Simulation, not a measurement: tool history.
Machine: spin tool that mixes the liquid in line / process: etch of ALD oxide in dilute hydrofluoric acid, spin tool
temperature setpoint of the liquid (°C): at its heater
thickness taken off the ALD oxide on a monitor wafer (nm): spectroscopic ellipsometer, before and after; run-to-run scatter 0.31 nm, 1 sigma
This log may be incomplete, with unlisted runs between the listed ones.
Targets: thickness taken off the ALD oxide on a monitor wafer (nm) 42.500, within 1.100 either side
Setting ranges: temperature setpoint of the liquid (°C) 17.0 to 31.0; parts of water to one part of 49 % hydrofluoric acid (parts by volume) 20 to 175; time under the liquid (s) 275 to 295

| run | hour | temperature setpoint of the liquid (°C) | parts of water to one part of 49 % hydrofluoric acid (parts by volume) | time under the liquid (s) | thickness taken off the ALD oxide on a monitor wafer (nm) |
|---|---|---|---|---|---|
| 1 | 0.0 | 23.0 | 95 | 275 | 29.986 |
| 2 | 4.8 | 25.0 | 95 | 275 | 32.716 |
| 3 | 11.7 | 26.5 | 95 | 275 | 34.873 |
| 4 | 14.2 | 27.5 | 95 | 275 | 36.366 |
| 5 | 18.8 | 27.5 | 95 | 295 | 38.490 |
| 6 | 19.9 | 24.5 | 95 | 295 | 34.455 |
| 7 | 22.8 | 25.5 | 95 | 295 | 35.761 |
| 8 | 25.3 | 26.5 | 95 | 295 | 36.845 |
| 9 | 33.3 | 27.5 | 95 | 295 | 38.558 |
| 10 | 35.3 | 28.0 | 95 | 295 | 39.498 |

Consider the 5 candidate settings below. Which is the only one whose results all fall within their allowed miss of target?
| A | 37.3 | 29.0 | 100 | 295 | ? |
| B | 37.3 | 27.5 | 100 | 295 | ? |
| C | 37.3 | 28.5 | 90 | 295 | ? |
| D | 37.3 | 31.0 | 110 | 295 | ? |
| E | 37.3 | 25.5 | 90 | 295 | ? |

| move | thickness taken off the ALD oxide on a monitor wafer (nm) |
|---|---|
| A | 38.066 |
| B | 35.951 |
| C | 42.076 |
| D | 36.769 |
| E | 37.446 |
A: further off than the last run
B: further off than the last run
C: all results land within tolerance of their targets
D: further off than the last run
E: further off than the last run
Correct choice: C, which meets every target
